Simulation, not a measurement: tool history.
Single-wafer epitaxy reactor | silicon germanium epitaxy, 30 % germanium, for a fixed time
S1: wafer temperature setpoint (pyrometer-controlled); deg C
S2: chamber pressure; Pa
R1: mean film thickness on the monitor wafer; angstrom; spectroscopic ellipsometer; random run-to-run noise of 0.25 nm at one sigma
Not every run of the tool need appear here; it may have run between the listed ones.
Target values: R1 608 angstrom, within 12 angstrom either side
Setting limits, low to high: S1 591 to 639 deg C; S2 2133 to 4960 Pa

{"run": 1, "day": 0.0, "S1": 615, "S2": 3546, "R1": 863.69}
{"run": 2, "day": 0.35, "S1": 613, "S2": 3533, "R1": 832.68}
{"run": 3, "day": 0.588, "S1": 613, "S2": 4013, "R1": 877.06}
{"run": 4, "day": 0.904, "S1": 613, "S2": 4560, "R1": 921.62}
{"run": 5, "day": 1.183, "S1": 603, "S2": 4560, "R1": 752.26}
{"run": 6, "day": 1.367, "S1": 602, "S2": 4560, "R1": 738.35}
{"run": 7, "day": 1.683, "S1": 601, "S2": 4560, "R1": 719.11}
{"run": 8, "day": 1.783, "S1": 600, "S2": 4560, "R1": 702.53}

Of the 4 settings listed for the next run, only one would bring every result within its allowed miss of target. Which one?
{"run": "A", "day": 1.883, "S1": 604, "S2": 4960, "R1": "?"}
{"run": "B", "day": 1.883, "S1": 608, "S2": 3933, "R1": "?"}
{"run": "C", "day": 1.883, "S1": 606, "S2": 4960, "R1": "?"}
{"run": "D", "day": 1.883, "S1": 595, "S2": 4026, "R1": "?"}

move=A R1=799.33
move=B R1=787.66
move=C R1=833.04
move=D R1=606.66
A: lands further from the targets than the last run did
B: lands further from the targets than the last run did
C: lands further from the targets than the last run did
D: meets every target
D meets every target.

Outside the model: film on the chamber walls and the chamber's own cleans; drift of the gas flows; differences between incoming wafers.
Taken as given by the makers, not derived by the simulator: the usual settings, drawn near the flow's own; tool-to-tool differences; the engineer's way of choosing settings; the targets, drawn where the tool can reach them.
